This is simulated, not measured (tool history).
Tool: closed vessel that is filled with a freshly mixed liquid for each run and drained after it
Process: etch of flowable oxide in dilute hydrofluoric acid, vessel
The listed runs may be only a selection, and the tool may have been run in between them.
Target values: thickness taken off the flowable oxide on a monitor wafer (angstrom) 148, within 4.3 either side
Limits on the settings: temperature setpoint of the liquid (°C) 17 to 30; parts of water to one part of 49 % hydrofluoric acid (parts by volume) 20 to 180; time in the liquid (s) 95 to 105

run  hour  temperature setpoint of the liquid (°C)  parts of water to one part of 49 % hydrofluoric acid (parts by volume)  time in the liquid (s)  thickness taken off the flowable oxide on a monitor wafer (angstrom)
  1     0                                       22                                                                     100                      95                                                                220.22
  2   1.8                                       22                                                                     100                     105                                                                244.64
  3   9.6                                     20.5                                                                     100                     105                                                                229.31
  4  14.8                                       20                                                                     105                     105                                                                212.54
  5    21                                       23                                                                     105                     105                                                                239.62
  6    24                                       22                                                                     110                     105                                                                219.28
  7    25                                       21                                                                     115                     105                                                                200.11
  8  30.4                                     20.5                                                                     115                     105                                                                196.53
  9  34.1                                       20                                                                     115                     105                                                                193.41
 10  35.2                                     19.5                                                                     120                     105                                                                178.54

Exactly one of the 4 candidate moves below puts every result within its allowed miss. Which one?
  A  36.3                                     21.5                                                                     130                      95                                                                     ?
  B  36.3                                     18.5                                                                     130                     100                                                                     ?
  C  36.3                                     19.5                                                                     125                      95                                                                     ?
  D  36.3                                     17.5                                                                     125                     105                                                                     ?

move  thickness taken off the flowable oxide on a monitor wafer (angstrom)
   A                                                                161.75
   B                                                                150.88
   C                                                                156.08
   D                                                                158.93
A: closes in on the targets versus the last run, not all within tolerance yet
B: meets every target
C: closes in on the targets versus the last run, not all within tolerance yet
D: closes in on the targets versus the last run, not all within tolerance yet
The move that meets every target is B.

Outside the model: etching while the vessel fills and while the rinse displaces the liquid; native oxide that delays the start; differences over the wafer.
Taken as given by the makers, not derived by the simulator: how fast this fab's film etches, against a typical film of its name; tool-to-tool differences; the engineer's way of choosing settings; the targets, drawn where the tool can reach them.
